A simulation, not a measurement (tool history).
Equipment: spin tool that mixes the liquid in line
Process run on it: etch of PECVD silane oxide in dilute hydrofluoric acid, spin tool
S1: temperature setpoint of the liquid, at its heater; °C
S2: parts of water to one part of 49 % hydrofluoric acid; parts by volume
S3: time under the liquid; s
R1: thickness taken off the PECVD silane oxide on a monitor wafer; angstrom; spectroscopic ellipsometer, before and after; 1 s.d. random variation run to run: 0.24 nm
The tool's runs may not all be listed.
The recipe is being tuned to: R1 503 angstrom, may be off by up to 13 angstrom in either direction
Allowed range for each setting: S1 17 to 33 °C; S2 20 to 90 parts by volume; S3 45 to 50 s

run 1 day=0 | S1=25 S2=50 S3=45 | R1=445.36
run 2 day=0.1 | S1=25 S2=60 S3=45 | R1=365.35
run 3 day=0.221 | S1=27.5 S2=60 S3=45 | R1=404.91
run 4 day=0.567 | S1=29 S2=60 S3=45 | R1=429.37
run 5 day=0.662 | S1=29 S2=60 S3=50 | R1=474.75
run 6 day=0.975 | S1=29 S2=50 S3=50 | R1=580.88
run 7 day=1.054 | S1=28 S2=50 S3=50 | R1=555.78
run 8 day=1.371 | S1=27 S2=50 S3=50 | R1=537.25
run 9 day=1.692 | S1=26.5 S2=50 S3=50 | R1=525.86

5 next moves are on the table. One of them brings every result within its allowed miss. Which?
run A day=2.012 | S1=24 S2=45 S3=45 | R1=?
run B day=2.012 | S1=26.5 S2=55 S3=50 | R1=?
run C day=2.012 | S1=22 S2=40 S3=45 | R1=?
run D day=2.012 | S1=26 S2=55 S3=50 | R1=?
run E day=2.012 | S1=29 S2=55 S3=45 | R1=?

move=A R1=474.59
move=B R1=471.22
move=C R1=494.38
move=D R1=461.84
move=E R1=468.44
A: takes the biggest miss from the last run beyond its target
B: takes the biggest miss from the last run beyond its target
C: all results in spec
D: takes the biggest miss from the last run beyond its target
E: takes the biggest miss from the last run beyond its target
Go with C: it meets all targets.

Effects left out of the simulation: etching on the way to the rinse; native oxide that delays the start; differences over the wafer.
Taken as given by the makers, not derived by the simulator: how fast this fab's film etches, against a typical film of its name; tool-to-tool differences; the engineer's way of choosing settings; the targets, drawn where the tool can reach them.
